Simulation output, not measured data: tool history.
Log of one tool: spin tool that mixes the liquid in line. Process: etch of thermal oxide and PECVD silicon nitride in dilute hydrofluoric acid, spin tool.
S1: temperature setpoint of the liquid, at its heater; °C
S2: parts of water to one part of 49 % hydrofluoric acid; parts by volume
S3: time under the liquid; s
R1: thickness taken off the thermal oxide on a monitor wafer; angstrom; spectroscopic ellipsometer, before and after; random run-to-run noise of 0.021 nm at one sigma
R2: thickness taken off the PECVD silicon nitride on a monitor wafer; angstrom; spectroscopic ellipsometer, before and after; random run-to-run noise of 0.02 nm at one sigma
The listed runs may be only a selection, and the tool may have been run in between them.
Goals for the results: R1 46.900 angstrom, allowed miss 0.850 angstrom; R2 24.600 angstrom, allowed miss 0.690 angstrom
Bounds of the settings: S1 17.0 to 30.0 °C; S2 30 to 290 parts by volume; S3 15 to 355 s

Run 1, hour 0.0: S1 22.0 °C, S2 160 parts by volume, S3 180 s. Result: R1 48.531 angstrom, R2 27.955 angstrom.
Run 2, hour 2.1: S1 21.0 °C, S2 155 parts by volume, S3 180 s. Result: R1 47.942 angstrom, R2 26.354 angstrom.
Run 3, hour 9.7: S1 21.0 °C, S2 155 parts by volume, S3 140 s. Result: R1 37.280 angstrom, R2 21.168 angstrom.
Run 4, hour 13.5: S1 21.0 °C, S2 155 parts by volume, S3 180 s. Result: R1 47.695 angstrom, R2 26.731 angstrom.
Run 5, hour 21.0: S1 22.5 °C, S2 155 parts by volume, S3 180 s. Result: R1 50.402 angstrom, R2 29.301 angstrom.
Run 6, hour 27.6: S1 22.5 °C, S2 155 parts by volume, S3 220 s. Result: R1 61.637 angstrom, R2 36.143 angstrom.
Run 7, hour 29.0: S1 21.0 °C, S2 160 parts by volume, S3 220 s. Result: R1 56.384 angstrom, R2 31.193 angstrom.
Run 8, hour 37.9: S1 21.0 °C, S2 160 parts by volume, S3 220 s. Result: R1 56.336 angstrom, R2 32.141 angstrom.
Run 9, hour 43.4: S1 19.5 °C, S2 160 parts by volume, S3 220 s. Result: R1 53.370 angstrom, R2 28.563 angstrom.
Run 10, hour 49.9: S1 19.0 °C, S2 165 parts by volume, S3 220 s. Result: R1 50.139 angstrom, R2 26.897 angstrom.
Run 11, hour 52.5: S1 18.5 °C, S2 165 parts by volume, S3 220 s. Result: R1 49.380 angstrom, R2 25.941 angstrom.
Run 12, hour 56.0: S1 18.5 °C, S2 170 parts by volume, S3 220 s. Result: R1 47.650 angstrom, R2 25.348 angstrom.

Next run, 5 choices. One meets every target within its allowed miss, the rest don't. Which?
Run A, hour 59.5: S1 17.5 °C, S2 185 parts by volume, S3 250 s. Result: R1 ?, R2 ?.
Run B, hour 59.5: S1 17.5 °C, S2 155 parts by volume, S3 210 s. Result: R1 ?, R2 ?.
Run C, hour 59.5: S1 20.5 °C, S2 185 parts by volume, S3 220 s. Result: R1 ?, R2 ?.
Run D, hour 59.5: S1 19.5 °C, S2 160 parts by volume, S3 200 s. Result: R1 ?, R2 ?.
Run E, hour 59.5: S1 19.5 °C, S2 185 parts by volume, S3 230 s. Result: R1 ?, R2 ?.

move      R1      R2
   A  47.175  24.720
   B  48.676  24.622
   C  46.720  26.562
   D  48.429  26.027
   E  46.977  25.996
A: hits every target within its allowed miss
B: the furthest-off result lands on target, but another misses its tolerance
C: lands further from the targets than the last run did
D: lands further from the targets than the last run did
E: lands further from the targets than the last run did
The move that meets every target is A.

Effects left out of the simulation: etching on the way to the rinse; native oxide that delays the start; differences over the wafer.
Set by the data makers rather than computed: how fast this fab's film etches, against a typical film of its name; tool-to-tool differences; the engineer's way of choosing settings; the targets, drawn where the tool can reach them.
